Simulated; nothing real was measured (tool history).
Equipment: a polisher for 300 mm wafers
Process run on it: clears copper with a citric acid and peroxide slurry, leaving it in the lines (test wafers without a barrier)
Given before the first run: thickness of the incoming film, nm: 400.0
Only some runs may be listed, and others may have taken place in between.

| run | hour | flow of slurry (ml/min) | pressure of the wafer on the pad (kPa) | speed of the pad under the wafer (cm/s) | abrasive content of the slurry | overpolish time after the end point (s) | time until the end point was called (s) | dishing of a wide line in a test structure (Å) |
|---|---|---|---|---|---|---|---|---|
| 1 | 0.0 | 300 | 25.5 | 136 | 1.00 | 18 | 140.32 | 260.01 |
| 2 | 2.0 | 300 | 25.5 | 136 | 1.20 | 18 | 130.31 | 269.36 |
| 3 | 9.3 | 300 | 25.5 | 124 | 1.20 | 18 | 139.59 | 254.25 |
| 4 | 16.2 | 275 | 25.5 | 124 | 1.20 | 18 | 142.80 | 251.05 |
| 5 | 24.3 | 270 | 26.9 | 124 | 1.25 | 17 | 135.27 | 254.32 |
|  | 32.4 | slurry nozzle cleaned |
| 6 | 32.4 | 285 | 27.6 | 124 | 1.30 | 16 | 128.78 | 251.10 |
| 7 | 38.1 | 290 | 28.3 | 124 | 1.30 | 15 | 127.39 | 242.75 |
| 8 | 45.6 | 290 | 29.6 | 124 | 1.30 | 14 | 125.48 | 249.34 |
| 9 | 54.2 | 280 | 29.0 | 132 | 1.30 | 13 | 119.96 | 235.49 |
| 10 | 62.0 | 280 | 29.0 | 132 | 1.30 | 13 | 121.28 | 239.00 |
| 11 | 68.4 | 280 | 29.0 | 132 | 1.30 | 13 | 121.49 | 231.20 |
| 12 | 73.9 | 280 | 35.9 | 138 | 1.30 | 5 | 100.06 | 136.64 |

Run 13 is up next; what results do you expect?
| 13 | 74.6 | 280 | 35.2 | 140 | 1.30 | 5 | ? | ? |

time until the end point was called (s): 102.92
dishing of a wide line in a test structure (Å): 134.47

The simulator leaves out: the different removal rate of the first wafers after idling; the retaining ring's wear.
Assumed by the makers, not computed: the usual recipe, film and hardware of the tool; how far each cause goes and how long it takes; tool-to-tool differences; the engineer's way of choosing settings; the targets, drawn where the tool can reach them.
